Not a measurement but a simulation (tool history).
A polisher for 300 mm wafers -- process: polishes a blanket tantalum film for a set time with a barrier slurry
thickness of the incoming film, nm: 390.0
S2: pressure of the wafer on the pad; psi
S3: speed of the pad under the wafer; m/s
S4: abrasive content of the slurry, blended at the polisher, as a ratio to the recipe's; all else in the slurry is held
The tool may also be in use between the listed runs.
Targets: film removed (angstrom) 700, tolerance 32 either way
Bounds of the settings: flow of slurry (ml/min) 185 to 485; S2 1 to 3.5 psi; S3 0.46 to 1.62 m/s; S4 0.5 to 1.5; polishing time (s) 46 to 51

Run 1, hour 0: flow of slurry (ml/min) 310, S2 2.2 psi, S3 1.04 m/s, S4 1, polishing time (s) 51. Result: film removed (angstrom) 961.55.
Run 2, hour 8.5: flow of slurry (ml/min) 310, S2 2 psi, S3 1.04 m/s, S4 1, polishing time (s) 51. Result: film removed (angstrom) 858.15.
Run 3, hour 10: flow of slurry (ml/min) 385, S2 2 psi, S3 1.04 m/s, S4 1, polishing time (s) 51. Result: film removed (angstrom) 900.43.
Run 4, hour 13.7: flow of slurry (ml/min) 380, S2 1.9 psi, S3 1.04 m/s, S4 1, polishing time (s) 51. Result: film removed (angstrom) 870.63.
Run 5, hour 18.8: flow of slurry (ml/min) 370, S2 1.8 psi, S3 1.04 m/s, S4 1, polishing time (s) 51. Result: film removed (angstrom) 847.82.
Run 6, hour 27.5: flow of slurry (ml/min) 315, S2 1.8 psi, S3 1.04 m/s, S4 1, polishing time (s) 51. Result: film removed (angstrom) 798.34.
Run 7, hour 29.6: flow of slurry (ml/min) 310, S2 1.7 psi, S3 1.04 m/s, S4 1, polishing time (s) 51. Result: film removed (angstrom) 748.93.
Run 8, hour 36.7: flow of slurry (ml/min) 305, S2 1.7 psi, S3 1.04 m/s, S4 1, polishing time (s) 51. Result: film removed (angstrom) 787.07.

4 next moves are on the table. One of them brings every result within its allowed miss. Which?
Run A, hour 43.8: flow of slurry (ml/min) 295, S2 1.9 psi, S3 0.86 m/s, S4 1.05, polishing time (s) 46. Result: film removed (angstrom) ?.
Run B, hour 43.8: flow of slurry (ml/min) 290, S2 1.8 psi, S3 1.12 m/s, S4 0.7, polishing time (s) 51. Result: film removed (angstrom) ?.
Run C, hour 43.8: flow of slurry (ml/min) 360, S2 1.6 psi, S3 1.2 m/s, S4 1.15, polishing time (s) 46. Result: film removed (angstrom) ?.
Run D, hour 43.8: flow of slurry (ml/min) 330, S2 1.4 psi, S3 1.22 m/s, S4 1.05, polishing time (s) 51. Result: film removed (angstrom) ?.

move  film removed (angstrom)
   A                   638.61
   B                   690.67
   C                   807.83
   D                   775.78
A: takes the biggest miss from the last run beyond its target
B: each result inside its tolerance
C: misses by more than the last run did
D: closer than the last run, but not yet in spec
The move that meets every target is B.
